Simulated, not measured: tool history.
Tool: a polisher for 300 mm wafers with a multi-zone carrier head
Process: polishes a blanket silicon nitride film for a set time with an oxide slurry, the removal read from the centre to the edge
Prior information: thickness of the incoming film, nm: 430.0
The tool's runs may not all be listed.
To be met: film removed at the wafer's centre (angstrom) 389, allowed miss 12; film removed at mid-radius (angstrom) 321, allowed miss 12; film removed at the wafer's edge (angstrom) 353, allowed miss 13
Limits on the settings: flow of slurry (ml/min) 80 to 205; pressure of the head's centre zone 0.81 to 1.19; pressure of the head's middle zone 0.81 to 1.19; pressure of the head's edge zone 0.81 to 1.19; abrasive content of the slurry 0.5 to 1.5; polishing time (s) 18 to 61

run,hour,flow of slurry (ml/min),pressure of the head's centre zone,pressure of the head's middle zone,pressure of the head's edge zone,abrasive content of the slurry,polishing time (s),film removed at the wafer's centre (angstrom),film removed at mid-radius (angstrom),film removed at the wafer's edge (angstrom)
1,0,135,1,1,1,1,39,251.47,254.69,250.24
2,7.6,135,1,1,1,1.2,39,272.14,280.18,271.09
3,16.1,135,1,0.95,1,1.2,39,270.23,267.97,267.07
4,23.2,140,1.02,0.94,1.03,1.25,39,281.62,275.21,275.03
5,29,140,1.04,0.92,1.05,1.3,40,300.66,282.8,289.69
6,30.5,140,1.04,0.86,1.05,1.3,40,296.7,267.52,285.49
7,37.7,140,1.05,0.86,1.07,1.35,40,309.47,272.56,302.92
8,46.6,145,1.07,0.87,1.08,1.35,40,309.78,271.68,305.73
9,48.7,150,1.09,0.88,1.07,1.35,40,319.27,272.65,302.89
10,51,155,1.1,0.9,1.07,1.35,40,322.49,288.51,300.88
11,55.2,185,1.17,0.86,1.17,1.5,41,381.94,304.63,340

Exercise: of the 4 proposed moves below, exactly one satisfies all targets within the stated allowed misses. Which move is it?
A,59.4,190,1.16,0.81,1.19,1.5,41,?,?,?
B,59.4,205,1.16,0.88,1.14,1.5,42,?,?,?
C,59.4,205,1.14,0.86,1.14,1.4,41,?,?,?
D,59.4,170,1.16,0.97,1.19,1.45,40,?,?,?

move,film removed at the wafer's centre (angstrom),film removed at mid-radius (angstrom),film removed at the wafer's edge (angstrom)
A,375.67,291.13,344.91
B,389.43,318.34,347.89
C,364.99,298.52,331.33
D,355.98,311.74,327.97
A: moves away from the targets compared with the last run
B: in spec on every target
C: moves away from the targets compared with the last run
D: meets the target for the result that was furthest off, but another lies outside its allowed miss
The move that meets every target is B.
